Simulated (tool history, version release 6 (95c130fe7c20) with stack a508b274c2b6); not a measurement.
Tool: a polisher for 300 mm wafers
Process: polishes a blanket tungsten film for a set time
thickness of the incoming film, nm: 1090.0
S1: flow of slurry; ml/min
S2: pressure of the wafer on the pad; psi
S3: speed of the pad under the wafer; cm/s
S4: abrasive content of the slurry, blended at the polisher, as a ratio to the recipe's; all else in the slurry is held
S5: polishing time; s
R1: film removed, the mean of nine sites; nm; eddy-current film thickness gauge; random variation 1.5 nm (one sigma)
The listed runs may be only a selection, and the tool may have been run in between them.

| run | hour | S1 | S2 | S3 | S4 | S5 | R1 |
|---|---|---|---|---|---|---|---|
| 1 | 0.0 | 135 | 4.8 | 94 | 1.0 | 31 | 189.56 |
| 2 | 2.1 | 135 | 4.8 | 94 | 1.1 | 31 | 190.83 |
| 3 | 7.7 | 130 | 4.7 | 94 | 1.1 | 31 | 185.31 |
| 4 | 14.4 | 130 | 4.7 | 94 | 1.0 | 31 | 181.33 |
| 5 | 16.1 | 150 | 4.7 | 94 | 1.0 | 31 | 187.27 |
| 6 | 20.7 | 145 | 4.6 | 94 | 1.0 | 31 | 182.86 |
| 7 | 21.9 | 140 | 4.5 | 94 | 1.0 | 31 | 182.37 |
| 8 | 26.6 | 135 | 4.4 | 94 | 1.0 | 31 | 175.54 |

Run 9 is up next; what results do you expect?
| 9 | 31.8 | 135 | 4.3 | 94 | 1.0 | 31 | ? |

{"run 9": {"R1": 175.51}}
